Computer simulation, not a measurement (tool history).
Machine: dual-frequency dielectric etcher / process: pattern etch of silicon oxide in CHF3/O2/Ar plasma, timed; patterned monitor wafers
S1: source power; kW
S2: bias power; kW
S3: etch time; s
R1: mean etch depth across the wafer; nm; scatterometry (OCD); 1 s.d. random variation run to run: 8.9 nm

run,hour,S1,S2,S3,R1
1,0,0.91,0.182,787,1837.6
2,4.2,1.02,0.182,787,1955
3,10.2,0.9,0.167,787,1777.1
4,18.2,0.81,0.156,787,1617
5,26.3,0.75,0.154,787,1545.1
6,33.3,0.71,0.152,787,1463.8
7,41.4,0.69,0.151,787,1441.3

Predict the results of run 8:
8,43.7,0.68,0.151,787,?

{"run 8": {"R1": 1417.5}}
